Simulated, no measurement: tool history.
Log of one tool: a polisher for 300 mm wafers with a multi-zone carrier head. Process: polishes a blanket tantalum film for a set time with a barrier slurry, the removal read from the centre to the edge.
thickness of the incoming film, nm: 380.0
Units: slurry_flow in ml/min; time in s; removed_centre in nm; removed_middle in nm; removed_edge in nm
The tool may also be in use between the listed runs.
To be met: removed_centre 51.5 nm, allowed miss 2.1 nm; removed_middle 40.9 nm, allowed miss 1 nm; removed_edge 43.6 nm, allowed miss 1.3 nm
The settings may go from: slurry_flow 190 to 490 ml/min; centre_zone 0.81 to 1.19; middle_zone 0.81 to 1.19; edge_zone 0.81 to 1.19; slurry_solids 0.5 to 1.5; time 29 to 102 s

run  hour  slurry_flow  centre_zone  middle_zone  edge_zone  slurry_solids  time  removed_centre  removed_middle  removed_edge
  1     0          315            1            1          1              1    65          70.443          68.586        69.044
  2     1          315            1            1          1            0.8    65          65.709          64.676        65.395
  3   6.3          360            1            1          1            0.8    65            66.6          65.747        66.914
  4  10.6          325         1.02         0.95       0.94            0.7    61          60.259          56.789        57.591
  5  18.3          325         1.02         0.98       0.94            0.7    61           61.16          58.507        57.668
  6  21.4          325         1.02         0.98       0.94           0.55    61          56.422          52.662         52.47
  7  29.1          300         1.05         0.94       0.92           0.55    58          53.802          49.024        50.031
  8  33.9          300         1.05         0.94       0.92           0.55    58          53.535          48.963        50.032
  9  39.6          285         1.09         0.91       0.89           0.55    57          54.418          46.996        48.574
 10  42.7          275         1.11         0.89       0.87           0.55    56          54.881          45.507        46.911
 11  50.7          265         1.11         0.87       0.85           0.55    56          54.482          44.297        46.798
 12  55.1          260         1.11         0.86       0.84           0.55    55          52.826          43.021        45.653
 13  57.6          255         1.12         0.85       0.83           0.55    55          53.714          42.711        45.977
 14  65.3          250         1.12         0.85       0.82           0.55    55          53.327          42.786        45.211
 15  70.4          250         1.12         0.85       0.82           0.55    55          53.592          42.861        44.877
 16  71.4          245         1.12         0.84       0.82           0.55    55          54.535           41.92        44.618
 17  78.8          240          1.1         0.84       0.82           0.55    55           52.91          42.623        44.598
 18    84          240          1.1         0.84       0.82           0.55    55           51.15          42.148        44.592
 19  87.1          235         1.11         0.84       0.82           0.55    55          52.609          42.461        44.404

4 next moves are on the table. One of them brings every result within its allowed miss. Which?
  A  90.2          190         1.17         0.94       0.81           0.65    53               ?               ?             ?
  B  90.2          225         1.12         0.83       0.84            0.5    56               ?               ?             ?
  C  90.2          215         1.17         0.86       0.86           0.55    56               ?               ?             ?
  D  90.2          220         1.05         0.88       0.82            0.8    50               ?               ?             ?

move  removed_centre  removed_middle  removed_edge
   A           54.05          44.748        43.559
   B          51.167          40.674        43.397
   C           54.96          42.803         45.07
   D          49.786          43.913         44.67
A: further off than the last run
B: meets every target
C: further off than the last run
D: further off than the last run
The right move is B.
